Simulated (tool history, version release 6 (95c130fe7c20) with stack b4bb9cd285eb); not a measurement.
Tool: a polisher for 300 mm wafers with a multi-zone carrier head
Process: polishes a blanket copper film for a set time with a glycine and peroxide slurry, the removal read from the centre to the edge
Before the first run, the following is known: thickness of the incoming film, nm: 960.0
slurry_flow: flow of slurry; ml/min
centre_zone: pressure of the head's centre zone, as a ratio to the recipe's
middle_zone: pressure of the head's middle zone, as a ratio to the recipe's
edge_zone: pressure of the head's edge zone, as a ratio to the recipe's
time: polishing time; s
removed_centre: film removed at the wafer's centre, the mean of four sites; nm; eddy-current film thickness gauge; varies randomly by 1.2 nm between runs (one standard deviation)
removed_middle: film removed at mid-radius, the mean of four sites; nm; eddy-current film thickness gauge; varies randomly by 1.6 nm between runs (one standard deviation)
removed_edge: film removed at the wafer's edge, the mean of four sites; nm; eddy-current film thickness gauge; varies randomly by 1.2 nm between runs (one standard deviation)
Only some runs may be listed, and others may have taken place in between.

{"run": 1, "hour": 0.0, "slurry_flow": 225, "centre_zone": 1, "middle_zone": 1, "edge_zone": 1, "time": 58, "removed_centre": 290.35, "removed_middle": 287.17, "removed_edge": 303.17}
{"run": 2, "hour": 5.5, "slurry_flow": 225, "centre_zone": 1, "middle_zone": 1, "edge_zone": 1, "time": 48, "removed_centre": 244.65, "removed_middle": 238.47, "removed_edge": 250.86}
{"run": 3, "hour": 13.2, "slurry_flow": 210, "centre_zone": 0.95, "middle_zone": 0.96, "edge_zone": 1, "time": 45, "removed_centre": 218.96, "removed_middle": 217.4, "removed_edge": 233.38}
{"run": 4, "hour": 21.3, "slurry_flow": 175, "centre_zone": 0.95, "middle_zone": 0.96, "edge_zone": 1, "time": 45, "removed_centre": 209.96, "removed_middle": 210.71, "removed_edge": 231.98}
{"run": 5, "hour": 29.4, "slurry_flow": 165, "centre_zone": 0.92, "middle_zone": 0.93, "edge_zone": 1, "time": 43, "removed_centre": 191.32, "removed_middle": 199.07, "removed_edge": 218.71}
{"run": 6, "hour": 33.6, "slurry_flow": 160, "centre_zone": 0.91, "middle_zone": 0.9, "edge_zone": 1.02, "time": 41, "removed_centre": 179.58, "removed_middle": 178.91, "removed_edge": 212.52}
{"run": 7, "hour": 38.7, "slurry_flow": 155, "centre_zone": 0.89, "middle_zone": 0.88, "edge_zone": 1.01, "time": 41, "removed_centre": 174.55, "removed_middle": 176.41, "removed_edge": 206.82}
{"run": 8, "hour": 42.3, "slurry_flow": 150, "centre_zone": 0.88, "middle_zone": 0.86, "edge_zone": 1.01, "time": 41, "removed_centre": 172.71, "removed_middle": 173.54, "removed_edge": 209.91}
{"run": 9, "hour": 46.3, "slurry_flow": 150, "centre_zone": 0.87, "middle_zone": 0.85, "edge_zone": 1, "time": 40, "removed_centre": 165.42, "removed_middle": 165.59, "removed_edge": 204.22}
{"run": 10, "hour": 52.7, "slurry_flow": 150, "centre_zone": 0.86, "middle_zone": 0.85, "edge_zone": 0.99, "time": 40, "removed_centre": 166.04, "removed_middle": 169.56, "removed_edge": 199.69}

Run 11 comes next. What will it give?
{"run": 11, "hour": 58.3, "slurry_flow": 145, "centre_zone": 0.85, "middle_zone": 0.84, "edge_zone": 0.99, "time": 40, "removed_centre": "?", "removed_middle": "?", "removed_edge": "?"}

removed_centre: 164.43 nm
removed_middle: 168.02 nm
removed_edge: 200.09 nm
